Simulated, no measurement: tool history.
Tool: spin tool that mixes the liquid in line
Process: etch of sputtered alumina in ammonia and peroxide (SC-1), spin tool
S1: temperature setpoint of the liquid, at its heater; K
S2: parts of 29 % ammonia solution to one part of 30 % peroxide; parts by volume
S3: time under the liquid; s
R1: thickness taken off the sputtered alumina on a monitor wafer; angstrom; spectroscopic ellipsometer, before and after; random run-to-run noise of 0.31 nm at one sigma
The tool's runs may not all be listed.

run    day      S1    S2   S3      R1
  1  0.000  334.15  0.50  275  221.33
  2  0.325  335.65  0.50  275  242.61
  3  0.671  335.65  0.65  275  244.64
  4  0.929  335.65  0.65  295  266.14
  5  0.996  336.65  0.65  295  279.85
  6  1.112  336.65  0.65  295  280.06
  7  1.242  337.15  0.65  295  285.30
  8  1.429  337.65  0.65  295  293.65

Run 9, settings as shown, results not yet in. Your forecast:
  9  1.671  338.15  0.65  295   ?

R1: 301.06 angstrom

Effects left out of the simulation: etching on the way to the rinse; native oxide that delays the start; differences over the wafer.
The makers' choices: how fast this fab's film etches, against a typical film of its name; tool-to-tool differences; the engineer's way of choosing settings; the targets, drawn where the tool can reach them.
